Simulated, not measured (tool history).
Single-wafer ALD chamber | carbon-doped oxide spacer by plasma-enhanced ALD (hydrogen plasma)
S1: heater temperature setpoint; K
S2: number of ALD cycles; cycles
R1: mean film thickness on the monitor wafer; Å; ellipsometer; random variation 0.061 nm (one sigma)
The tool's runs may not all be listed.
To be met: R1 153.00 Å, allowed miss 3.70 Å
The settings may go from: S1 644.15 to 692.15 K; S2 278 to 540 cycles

Run 1, hour 0.0: S1 668.15 K, S2 409 cycles. Result: R1 178.96 Å.
Run 2, hour 1.9: S1 668.15 K, S2 455 cycles. Result: R1 199.41 Å.
Run 3, hour 7.4: S1 660.15 K, S2 455 cycles. Result: R1 198.91 Å.
Run 4, hour 16.7: S1 671.15 K, S2 455 cycles. Result: R1 198.72 Å.
Run 5, hour 22.2: S1 671.15 K, S2 440 cycles. Result: R1 193.80 Å.
Run 6, hour 25.4: S1 664.15 K, S2 440 cycles. Result: R1 193.45 Å.
Run 7, hour 34.5: S1 664.15 K, S2 426 cycles. Result: R1 186.67 Å.
Run 8, hour 43.0: S1 664.15 K, S2 414 cycles. Result: R1 180.98 Å.
Run 9, hour 50.1: S1 664.15 K, S2 404 cycles. Result: R1 176.71 Å.
Run 10, hour 56.1: S1 664.15 K, S2 396 cycles. Result: R1 173.19 Å.
Run 11, hour 60.7: S1 664.15 K, S2 389 cycles. Result: R1 170.28 Å.
Run 12, hour 63.9: S1 664.15 K, S2 383 cycles. Result: R1 167.47 Å.
Run 13, hour 65.6: S1 664.15 K, S2 340 cycles. Result: R1 149.29 Å.

Which of these 5 next moves meets every target?
Run A, hour 67.3: S1 663.15 K, S2 337 cycles. Result: R1 ?.
Run B, hour 67.3: S1 664.15 K, S2 326 cycles. Result: R1 ?.
Run C, hour 67.3: S1 662.15 K, S2 364 cycles. Result: R1 ?.
Run D, hour 67.3: S1 659.15 K, S2 330 cycles. Result: R1 ?.
Run E, hour 67.3: S1 669.15 K, S2 348 cycles. Result: R1 ?.

move      R1
   A  147.45
   B  142.63
   C  159.26
   D  144.38
   E  152.26
A: further off than the last run
B: further off than the last run
C: takes the result that was furthest off past its target
D: further off than the last run
E: meets every target
The right move is E.
